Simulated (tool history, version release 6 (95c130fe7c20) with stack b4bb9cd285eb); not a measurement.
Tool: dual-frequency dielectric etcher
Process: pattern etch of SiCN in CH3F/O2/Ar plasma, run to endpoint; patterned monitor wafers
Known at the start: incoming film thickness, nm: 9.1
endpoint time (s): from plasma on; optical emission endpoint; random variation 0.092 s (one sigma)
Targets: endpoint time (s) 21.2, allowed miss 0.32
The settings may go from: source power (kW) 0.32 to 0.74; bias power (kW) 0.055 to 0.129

{"run": 1, "hour": 0.0, "source power (kW)": 0.53, "bias power (kW)": 0.092, "endpoint time (s)": 18.362}
{"run": 2, "hour": 5.1, "source power (kW)": 0.49, "bias power (kW)": 0.092, "endpoint time (s)": 19.229}
{"run": 3, "hour": 12.3, "source power (kW)": 0.4, "bias power (kW)": 0.092, "endpoint time (s)": 21.838}
{"run": 4, "hour": 20.8, "source power (kW)": 0.41, "bias power (kW)": 0.092, "endpoint time (s)": 21.454}
{"run": 5, "hour": 23.3, "source power (kW)": 0.34, "bias power (kW)": 0.092, "endpoint time (s)": 24.625}
{"run": 6, "hour": 25.9, "source power (kW)": 0.37, "bias power (kW)": 0.092, "endpoint time (s)": 22.961}
{"run": 7, "hour": 32.3, "source power (kW)": 0.39, "bias power (kW)": 0.092, "endpoint time (s)": 22.265}
{"run": 8, "hour": 37.7, "source power (kW)": 0.4, "bias power (kW)": 0.092, "endpoint time (s)": 22.038}
{"hour": 39.3, "done": "source power generator calibrated"}
{"run": 9, "hour": 39.3, "source power (kW)": 0.41, "bias power (kW)": 0.092, "endpoint time (s)": 21.895}

Which of these 4 next moves meets every target?
{"run": "A", "hour": 40.9, "source power (kW)": 0.4, "bias power (kW)": 0.088, "endpoint time (s)": "?"}
{"run": "B", "hour": 40.9, "source power (kW)": 0.42, "bias power (kW)": 0.081, "endpoint time (s)": "?"}
{"run": "C", "hour": 40.9, "source power (kW)": 0.43, "bias power (kW)": 0.08, "endpoint time (s)": "?"}
{"run": "D", "hour": 40.9, "source power (kW)": 0.41, "bias power (kW)": 0.099, "endpoint time (s)": "?"}

move=A endpoint_time_(s)=22.798
move=B endpoint_time_(s)=22.787
move=C endpoint_time_(s)=22.546
move=D endpoint_time_(s)=21.403
A: further off than the last run
B: further off than the last run
C: further off than the last run
D: meets every target
Move D is the one to make.

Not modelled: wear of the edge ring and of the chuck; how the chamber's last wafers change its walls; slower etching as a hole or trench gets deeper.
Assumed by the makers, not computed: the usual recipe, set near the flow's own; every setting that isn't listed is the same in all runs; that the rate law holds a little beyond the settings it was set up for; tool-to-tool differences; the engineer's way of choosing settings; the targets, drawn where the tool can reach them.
